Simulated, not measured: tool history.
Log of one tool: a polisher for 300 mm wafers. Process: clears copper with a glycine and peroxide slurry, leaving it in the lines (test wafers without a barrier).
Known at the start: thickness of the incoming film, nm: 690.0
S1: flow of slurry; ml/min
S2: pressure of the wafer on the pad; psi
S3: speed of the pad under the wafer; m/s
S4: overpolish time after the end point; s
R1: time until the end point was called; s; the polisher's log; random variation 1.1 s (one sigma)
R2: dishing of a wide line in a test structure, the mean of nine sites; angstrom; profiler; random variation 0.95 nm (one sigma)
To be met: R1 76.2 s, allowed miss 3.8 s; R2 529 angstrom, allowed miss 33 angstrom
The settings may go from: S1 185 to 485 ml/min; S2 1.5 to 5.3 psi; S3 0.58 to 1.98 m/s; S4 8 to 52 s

run,day,S1,S2,S3,S4,R1,R2
1,0,310,3.4,1.28,26,75.11,745
2,0.35,240,3.4,1.28,26,78.697,725.3
3,0.462,225,3.1,1.42,21,77.87,679.05
4,0.683,215,2.8,1.56,17,78.878,660.53
5,0.729,215,2.8,1.82,17,64.457,654.62
6,0.938,215,2.8,1.82,24,66.59,754.3
7,1.221,255,2.7,1.76,19,69.05,684.49
8,1.504,245,2.7,1.72,16,69.283,621.64
9,1.7,245,2.6,1.72,14,71.68,595.74
10,1.725,235,2,1.86,8,78.933,387.24
11,1.783,240,2.1,1.82,10,79.813,489.64

4 next moves are on the table. One of them brings every result within its allowed miss. Which?
A,1.842,240,2.5,1.9,8,?,?
B,1.842,265,2.3,1.94,8,?,?
C,1.842,190,2,1.98,12,?,?
D,1.842,225,2.5,1.88,8,?,?

move,R1,R2
A,68.064,460.59
B,69.653,452.53
C,77.467,535.23
D,69.23,455.84
A: further off than the last run
B: further off than the last run
C: meets every target
D: further off than the last run
Move C is the one to make.
